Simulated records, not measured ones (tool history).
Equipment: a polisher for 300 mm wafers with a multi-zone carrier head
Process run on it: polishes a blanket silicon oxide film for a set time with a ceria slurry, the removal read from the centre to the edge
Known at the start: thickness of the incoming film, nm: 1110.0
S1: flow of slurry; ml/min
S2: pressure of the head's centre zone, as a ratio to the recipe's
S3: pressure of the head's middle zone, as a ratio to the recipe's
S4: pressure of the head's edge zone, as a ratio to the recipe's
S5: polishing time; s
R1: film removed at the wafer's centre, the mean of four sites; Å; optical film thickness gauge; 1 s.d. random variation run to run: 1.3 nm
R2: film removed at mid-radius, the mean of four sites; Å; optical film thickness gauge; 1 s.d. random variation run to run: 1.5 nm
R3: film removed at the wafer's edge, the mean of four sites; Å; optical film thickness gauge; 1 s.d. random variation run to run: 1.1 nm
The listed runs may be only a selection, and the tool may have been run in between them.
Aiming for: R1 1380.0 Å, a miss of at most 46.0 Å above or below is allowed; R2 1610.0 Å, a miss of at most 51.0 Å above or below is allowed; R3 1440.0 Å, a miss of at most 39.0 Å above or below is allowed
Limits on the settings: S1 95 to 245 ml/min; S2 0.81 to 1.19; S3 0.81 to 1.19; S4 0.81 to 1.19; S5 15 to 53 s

run  hour   S1    S2    S3    S4  S5      R1      R2      R3
  1   0.0  155  1.00  1.00  1.00  34  1172.5  1198.1  1209.6
  2   5.9  175  1.01  1.06  1.04  35  1252.1  1334.5  1295.0
  3  11.4  190  1.01  1.10  1.06  35  1290.8  1378.4  1312.6
  4  17.0  200  1.00  1.13  1.07  36  1318.8  1480.6  1380.0
  5  20.2  210  1.00  1.15  1.07  36  1320.8  1501.6  1379.9
  6  24.8  210  1.05  1.15  1.07  36  1368.8  1526.3  1360.7
  7  32.3  215  1.04  1.16  1.08  36  1404.5  1502.8  1393.1
  8  38.2  215  1.02  1.17  1.08  36  1331.7  1538.2  1389.4
  9  41.6  220  1.02  1.18  1.08  36  1385.9  1543.0  1361.7
 10  47.8  220  1.00  1.18  1.09  36  1351.6  1543.7  1397.1
     48.5  -- worn pad replaced by a new one
 11  48.5  225  0.99  1.18  1.09  36  1487.8  1745.0  1569.9
 12  52.8  220  0.99  1.18  1.09  36  1487.5  1705.9  1558.1
 13  60.2  180  0.96  1.18  1.00  36  1384.7  1694.6  1469.1
 14  63.1  175  0.97  1.17  1.01  36  1400.8  1705.3  1453.8
 15  69.7  180  0.97  1.16  1.02  36  1409.5  1666.9  1477.6

Below are 5 possible settings for the next run. Only one of them brings all results inside the allowed miss of their targets. Which is it?
  A  76.3  170  1.04  1.15  0.93  35   ?   ?   ?
  B  76.3  220  0.91  1.03  0.96  38   ?   ?   ?
  C  76.3  230  0.95  1.13  0.92  36   ?   ?   ?
  D  76.3  200  0.90  1.07  1.03  38   ?   ?   ?
  E  76.3  160  0.97  1.13  0.99  36   ?   ?   ?

move      R1      R2      R3
   A  1451.1  1614.6  1357.6
   B  1437.3  1659.6  1542.3
   C  1432.2  1711.3  1436.6
   D  1400.9  1691.7  1579.0
   E  1374.6  1618.9  1427.6
A: brings the last run's worst result on target, with another outside its allowed miss
B: brings the last run's worst result on target, with another outside its allowed miss
C: lands further from the targets than the last run did
D: lands further from the targets than the last run did
E: meets every target
E meets every target.
